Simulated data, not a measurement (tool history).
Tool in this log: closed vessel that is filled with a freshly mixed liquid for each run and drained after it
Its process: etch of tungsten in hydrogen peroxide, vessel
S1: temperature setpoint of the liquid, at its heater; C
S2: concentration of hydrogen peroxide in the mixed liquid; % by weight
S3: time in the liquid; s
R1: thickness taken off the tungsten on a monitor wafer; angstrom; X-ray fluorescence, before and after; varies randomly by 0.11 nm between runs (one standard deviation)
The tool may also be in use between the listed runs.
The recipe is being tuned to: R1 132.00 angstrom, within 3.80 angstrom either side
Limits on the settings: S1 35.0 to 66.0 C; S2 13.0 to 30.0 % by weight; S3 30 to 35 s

run	day	S1	S2	S3	R1
1	0.000	51.0	24.0	35	325.98
2	0.183	51.0	20.0	35	295.37
3	0.483	47.0	20.0	35	231.18
4	0.733	40.5	20.0	35	152.82
5	0.858	35.5	20.0	35	111.20
6	1.175	42.5	20.0	35	173.27
7	1.396	41.0	20.0	35	159.30
8	1.692	40.0	20.0	35	146.15

Which one of the following 4 next-run settings gets every result inside its allowed miss? There is exactly one.
A	1.988	36.0	27.5	35	?
B	1.988	39.0	20.5	35	?
C	1.988	40.5	17.5	35	?
D	1.988	41.0	22.0	35	?

move	R1
A	133.78
B	140.86
C	143.51
D	166.21
A: all results in spec
B: nearer than the last run, and not there yet
C: nearer than the last run, and not there yet
D: its largest miss is bigger than the last run's
Answer: A
